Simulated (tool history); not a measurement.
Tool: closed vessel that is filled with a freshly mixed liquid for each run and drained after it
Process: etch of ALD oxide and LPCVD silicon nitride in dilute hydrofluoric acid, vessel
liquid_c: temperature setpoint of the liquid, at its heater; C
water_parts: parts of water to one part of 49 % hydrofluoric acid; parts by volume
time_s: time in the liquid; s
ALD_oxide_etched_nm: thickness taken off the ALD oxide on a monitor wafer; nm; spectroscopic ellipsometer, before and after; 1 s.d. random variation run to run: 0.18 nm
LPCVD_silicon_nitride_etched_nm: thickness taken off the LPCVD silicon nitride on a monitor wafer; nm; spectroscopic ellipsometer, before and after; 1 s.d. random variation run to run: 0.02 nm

run  hour  liquid_c  water_parts  time_s  ALD_oxide_etched_nm  LPCVD_silicon_nitride_etched_nm
  1     0        23          130     390                32.53                           1.3197
  2   6.6        23          130     325               27.393                           1.0891
  3  10.8        23          175     325               19.103                          0.81594
  4  19.9        23          175     250               14.837                          0.60907
  5  27.6        25          175     250               15.892                          0.71648
  6  31.7        25          215     250                12.41                           0.5718
  7  35.7      22.5          165     225               14.031                          0.57244
  8  37.1        23          145     220               16.236                          0.66489
  9  38.5        23          145     220               16.344                          0.66992
 10  43.1        23          125     220               19.138                          0.75237
 11  52.1      23.5          110     215               22.072                          0.87311
 12  55.4        24           60     195               40.233                           1.5015

Predict the results of run 13:
 13  61.5      23.5           60     195                    ?                                ?

{"run 13": {"ALD_oxide_etched_nm": 39.616, "LPCVD_silicon_nitride_etched_nm": 1.4197}}

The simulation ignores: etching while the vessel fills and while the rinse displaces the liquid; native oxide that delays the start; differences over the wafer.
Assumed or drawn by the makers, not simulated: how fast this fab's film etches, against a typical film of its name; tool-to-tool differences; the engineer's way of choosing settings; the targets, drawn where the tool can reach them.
